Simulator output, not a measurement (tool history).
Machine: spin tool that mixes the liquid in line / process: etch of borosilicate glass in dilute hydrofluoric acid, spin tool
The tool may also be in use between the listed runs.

run  hour  temperature setpoint of the liquid (°C)  parts of water to one part of 49 % hydrofluoric acid (parts by volume)  time under the liquid (s)  thickness taken off the borosilicate glass on a monitor wafer (angstrom)
  1     0                                       23                                                                      75                         50                                                                    198.47
  2   4.5                                       25                                                                      65                         50                                                                    250.12
  3    13                                       25                                                                      40                         50                                                                    424.56
  4    18                                       25                                                                      40                         50                                                                    423.13
  5  18.6                                       25                                                                      20                         50                                                                    871.19
  6  23.2                                       25                                                                      20                         50                                                                    867.31
  7  30.6                                       25                                                                      25                         50                                                                    688.69

Run 8 comes next. What will it give?
  8  31.2                                       21                                                                      35                         50                                                                         ?

{"run 8": {"thickness taken off the borosilicate glass on a monitor wafer (angstrom)": 411.13}}
